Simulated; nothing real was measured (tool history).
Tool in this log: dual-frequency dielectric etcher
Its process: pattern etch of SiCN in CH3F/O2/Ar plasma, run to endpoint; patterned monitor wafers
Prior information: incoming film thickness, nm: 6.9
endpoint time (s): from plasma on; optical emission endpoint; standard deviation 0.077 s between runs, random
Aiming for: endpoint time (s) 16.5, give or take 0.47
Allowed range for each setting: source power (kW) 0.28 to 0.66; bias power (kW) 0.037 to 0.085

run  hour  source power (kW)  bias power (kW)  endpoint time (s)
  1     0               0.47            0.061             18.561
  2   0.9               0.47            0.053             19.901
  3   6.4               0.51            0.055             18.406
  4  10.1               0.47            0.055             19.504
  5  11.4               0.47             0.05             20.512
  6  16.8               0.51            0.051             19.324
  7    25               0.54            0.052              18.37
  8  28.1               0.56            0.053             17.882
       36  -- source power generator calibrated
  9    36               0.58            0.053             17.951
 10  37.2                0.6            0.054             17.499

Which of these 5 next moves meets every target?
  A  38.4               0.58            0.049                  ?
  B  38.4               0.61             0.06                  ?
  C  38.4               0.66            0.044                  ?
  D  38.4               0.59            0.046                  ?
  E  38.4               0.64            0.043                  ?

move  endpoint time (s)
   A             18.554
   B             16.445
   C             18.151
   D             18.922
   E             18.655
A: moves away from the targets compared with the last run
B: all results land within tolerance of their targets
C: moves away from the targets compared with the last run
D: moves away from the targets compared with the last run
E: moves away from the targets compared with the last run
Correct choice: B, which meets every target

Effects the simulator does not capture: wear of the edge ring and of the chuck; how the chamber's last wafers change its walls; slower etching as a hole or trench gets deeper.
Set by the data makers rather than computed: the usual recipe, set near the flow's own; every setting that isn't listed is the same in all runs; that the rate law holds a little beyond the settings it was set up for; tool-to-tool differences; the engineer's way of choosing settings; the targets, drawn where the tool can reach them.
